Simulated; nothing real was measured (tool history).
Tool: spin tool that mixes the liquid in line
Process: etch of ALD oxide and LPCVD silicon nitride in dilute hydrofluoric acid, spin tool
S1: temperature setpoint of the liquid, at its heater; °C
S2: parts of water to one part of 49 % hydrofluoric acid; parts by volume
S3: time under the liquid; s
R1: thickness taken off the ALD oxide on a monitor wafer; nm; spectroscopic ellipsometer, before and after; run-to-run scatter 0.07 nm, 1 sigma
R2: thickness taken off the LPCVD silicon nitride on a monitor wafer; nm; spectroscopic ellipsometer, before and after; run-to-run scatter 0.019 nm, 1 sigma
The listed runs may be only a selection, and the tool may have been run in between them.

| run | hour | S1 | S2 | S3 | R1 | R2 |
|---|---|---|---|---|---|---|
| 1 | 0 | 22 | 45 | 80 | 18.454 | 0.72339 |
| 2 | 3.5 | 22 | 35 | 80 | 24.28 | 0.92919 |
| 3 | 7 | 20 | 35 | 80 | 22.081 | 0.75848 |
| 4 | 10.6 | 20 | 35 | 100 | 27.6 | 0.98453 |
| 5 | 17.2 | 19.5 | 45 | 100 | 20.94 | 0.68255 |
| 6 | 18.1 | 20.5 | 55 | 95 | 16.491 | 0.61704 |
| 7 | 22.8 | 20.5 | 60 | 95 | 15.322 | 0.6219 |
| 8 | 26.9 | 20 | 65 | 95 | 13.604 | 0.4859 |
| 9 | 31.5 | 20.5 | 70 | 90 | 12.213 | 0.46073 |
| 10 | 32.3 | 20.5 | 70 | 85 | 11.429 | 0.41174 |
| 11 | 36.4 | 20.5 | 70 | 80 | 10.919 | 0.38569 |
| 12 | 42.2 | 21 | 70 | 80 | 11.063 | 0.4275 |

Run 13 is up next; what results do you expect?
| 13 | 46.3 | 21 | 75 | 75 | ? | ? |

R1: 9.5953 nm
R2: 0.3691 nm

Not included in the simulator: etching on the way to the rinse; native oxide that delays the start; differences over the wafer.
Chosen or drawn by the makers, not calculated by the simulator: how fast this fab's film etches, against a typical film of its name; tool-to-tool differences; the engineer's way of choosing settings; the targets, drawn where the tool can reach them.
